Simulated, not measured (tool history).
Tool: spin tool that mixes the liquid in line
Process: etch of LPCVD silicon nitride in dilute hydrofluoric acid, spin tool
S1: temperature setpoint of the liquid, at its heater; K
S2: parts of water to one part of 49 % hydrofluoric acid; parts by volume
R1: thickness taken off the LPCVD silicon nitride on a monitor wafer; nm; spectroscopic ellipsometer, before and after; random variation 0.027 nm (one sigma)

{"run": 1, "day": 0.0, "S1": 294.15, "S2": 55, "time under the liquid (s)": 80, "R1": 0.60752}
{"run": 2, "day": 0.079, "S1": 291.15, "S2": 55, "time under the liquid (s)": 80, "R1": 0.47573}
{"run": 3, "day": 0.246, "S1": 294.15, "S2": 55, "time under the liquid (s)": 80, "R1": 0.59536}
{"run": 4, "day": 0.583, "S1": 294.15, "S2": 65, "time under the liquid (s)": 80, "R1": 0.5076}
{"run": 5, "day": 0.854, "S1": 297.15, "S2": 65, "time under the liquid (s)": 80, "R1": 0.63212}
{"run": 6, "day": 1.112, "S1": 297.15, "S2": 75, "time under the liquid (s)": 80, "R1": 0.53706}
{"run": 7, "day": 1.171, "S1": 298.65, "S2": 70, "time under the liquid (s)": 80, "R1": 0.64008}
{"run": 8, "day": 1.296, "S1": 299.65, "S2": 65, "time under the liquid (s)": 80, "R1": 0.74551}

Run 9 comes next. What will it give?
{"run": 9, "day": 1.554, "S1": 300.15, "S2": 60, "time under the liquid (s)": 80, "R1": "?"}

Run 9 gave R1 0.83236 nm.
